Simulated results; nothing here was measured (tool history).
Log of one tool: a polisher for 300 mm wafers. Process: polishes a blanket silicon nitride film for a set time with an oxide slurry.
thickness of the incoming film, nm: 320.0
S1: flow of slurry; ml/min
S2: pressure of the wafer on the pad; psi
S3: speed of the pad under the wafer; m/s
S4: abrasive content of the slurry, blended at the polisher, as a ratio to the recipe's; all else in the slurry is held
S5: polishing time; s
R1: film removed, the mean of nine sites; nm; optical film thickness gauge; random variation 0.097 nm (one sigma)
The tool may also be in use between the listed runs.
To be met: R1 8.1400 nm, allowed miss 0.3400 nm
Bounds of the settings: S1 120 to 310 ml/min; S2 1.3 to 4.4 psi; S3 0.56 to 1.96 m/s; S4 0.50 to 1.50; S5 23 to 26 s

| run | hour | S1 | S2 | S3 | S4 | S5 | R1 |
|---|---|---|---|---|---|---|---|
| 1 | 0.0 | 200 | 2.8 | 1.26 | 1.00 | 26 | 18.5720 |
| 2 | 7.0 | 245 | 2.8 | 1.26 | 1.00 | 26 | 19.3920 |
| 3 | 14.8 | 245 | 2.8 | 1.26 | 1.20 | 26 | 21.1870 |
| 4 | 22.3 | 245 | 2.8 | 1.26 | 1.10 | 26 | 20.4710 |
| 5 | 25.2 | 245 | 2.8 | 1.26 | 1.10 | 26 | 20.0930 |
| 6 | 31.6 | 265 | 2.8 | 1.26 | 1.10 | 26 | 20.6660 |
| 7 | 39.5 | 260 | 2.6 | 1.20 | 1.10 | 26 | 18.1730 |
| 8 | 43.7 | 260 | 2.5 | 1.16 | 1.10 | 26 | 17.1280 |
| 9 | 47.4 | 260 | 2.4 | 1.12 | 1.10 | 26 | 15.8180 |

5 next moves are on the table. One of them brings every result within its allowed miss. Which?
| A | 51.1 | 265 | 1.8 | 1.18 | 1.05 | 23 | ? |
| B | 51.1 | 235 | 1.8 | 0.86 | 1.15 | 23 | ? |
| C | 51.1 | 260 | 1.3 | 1.48 | 0.80 | 24 | ? |
| D | 51.1 | 235 | 1.6 | 0.92 | 1.15 | 24 | ? |
| E | 51.1 | 190 | 1.5 | 1.34 | 0.70 | 23 | ? |

| move | R1 |
|---|---|
| A | 10.9380 |
| B | 8.8343 |
| C | 8.2195 |
| D | 8.6980 |
| E | 7.0317 |
A: nearer than the last run, and not there yet
B: nearer than the last run, and not there yet
C: meets every target
D: nearer than the last run, and not there yet
E: takes the result that was furthest off past its target
Answer: C
